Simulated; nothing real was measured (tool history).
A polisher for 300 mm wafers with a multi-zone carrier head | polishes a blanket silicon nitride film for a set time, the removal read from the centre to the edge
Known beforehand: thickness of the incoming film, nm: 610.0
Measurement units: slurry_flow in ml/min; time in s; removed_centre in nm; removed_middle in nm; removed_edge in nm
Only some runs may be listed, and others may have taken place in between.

run  hour  slurry_flow  centre_zone  middle_zone  edge_zone  time  removed_centre  removed_middle  removed_edge
  1   0.0          210         1.00         1.00       1.00    78          184.10          184.63        186.53
  2   4.7          210         1.00         1.00       1.06    78          183.43          185.71        192.16
  3  11.7          210         1.00         1.04       1.06    78          186.75          189.78        191.39
  4  17.1          230         1.00         1.04       1.06    78          190.62          197.76        193.83
  5  18.2          220         1.02         1.02       1.05    78          187.33          189.70        190.15
  6  27.2          260         1.02         1.02       1.05    78          194.91          189.64        196.19
  7  35.2          245         1.09         0.92       0.98    73          189.76          166.98        176.23
  8  39.9          245         1.10         0.90       0.99    73          192.79          164.77        176.12
  9  43.9          245         1.10         0.90       0.99    73          194.52          166.79        177.04
 10  48.0          250         1.10         0.89       1.01    72          192.55          158.93        175.85

Predict the results of run 11:
 11  49.6          250         1.10         0.88       1.02    72               ?               ?             ?

removed_centre: 193.62 nm
removed_middle: 161.34 nm
removed_edge: 176.74 nm
